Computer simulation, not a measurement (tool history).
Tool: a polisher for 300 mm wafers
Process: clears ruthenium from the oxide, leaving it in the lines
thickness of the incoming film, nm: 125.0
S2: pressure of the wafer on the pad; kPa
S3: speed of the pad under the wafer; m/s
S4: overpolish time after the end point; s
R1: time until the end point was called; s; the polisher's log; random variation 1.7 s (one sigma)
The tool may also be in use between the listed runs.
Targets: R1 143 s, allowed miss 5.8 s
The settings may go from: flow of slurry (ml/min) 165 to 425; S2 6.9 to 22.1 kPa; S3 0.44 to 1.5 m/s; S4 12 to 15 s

Run 1, day 0: flow of slurry (ml/min) 275, S2 14.5 kPa, S3 0.96 m/s, S4 15 s. Result: R1 93.69 s.
Run 2, day 0.175: flow of slurry (ml/min) 275, S2 13.8 kPa, S3 0.96 m/s, S4 15 s. Result: R1 99.642 s.
Run 3, day 0.517: flow of slurry (ml/min) 210, S2 13.8 kPa, S3 0.96 m/s, S4 15 s. Result: R1 102.93 s.
Run 4, day 0.608: flow of slurry (ml/min) 210, S2 13.8 kPa, S3 1.1 m/s, S4 15 s. Result: R1 87.655 s.
Run 5, day 0.767: flow of slurry (ml/min) 210, S2 12.4 kPa, S3 1.1 m/s, S4 15 s. Result: R1 99.592 s.
Run 6, day 0.829: flow of slurry (ml/min) 210, S2 11.7 kPa, S3 1.1 m/s, S4 15 s. Result: R1 105.26 s.
Run 7, day 0.862: flow of slurry (ml/min) 210, S2 11 kPa, S3 1.1 m/s, S4 15 s. Result: R1 109.52 s.
Run 8, day 1.083: flow of slurry (ml/min) 210, S2 10.3 kPa, S3 1.1 m/s, S4 15 s. Result: R1 118.55 s.
Run 9, day 1.254: flow of slurry (ml/min) 210, S2 9.7 kPa, S3 1.1 m/s, S4 15 s. Result: R1 125.61 s.
Run 10, day 1.425: flow of slurry (ml/min) 210, S2 7.6 kPa, S3 1.1 m/s, S4 15 s. Result: R1 155 s.

Which of these 5 next moves meets every target?
Run A, day 1.596: flow of slurry (ml/min) 175, S2 6.9 kPa, S3 1.28 m/s, S4 12 s. Result: R1 ?.
Run B, day 1.596: flow of slurry (ml/min) 225, S2 7.6 kPa, S3 1.1 m/s, S4 12 s. Result: R1 ?.
Run C, day 1.596: flow of slurry (ml/min) 165, S2 9 kPa, S3 1 m/s, S4 12 s. Result: R1 ?.
Run D, day 1.596: flow of slurry (ml/min) 185, S2 8.3 kPa, S3 1.02 m/s, S4 15 s. Result: R1 ?.
Run E, day 1.596: flow of slurry (ml/min) 170, S2 9 kPa, S3 1.08 m/s, S4 15 s. Result: R1 ?.

move      R1
   A  152.26
   B  156.19
   C  152.42
   D  158.68
   E   140.8
A: nearer than the last run, and not there yet
B: further off than the last run
C: nearer than the last run, and not there yet
D: further off than the last run
E: meets every target
Move E is the one to make.
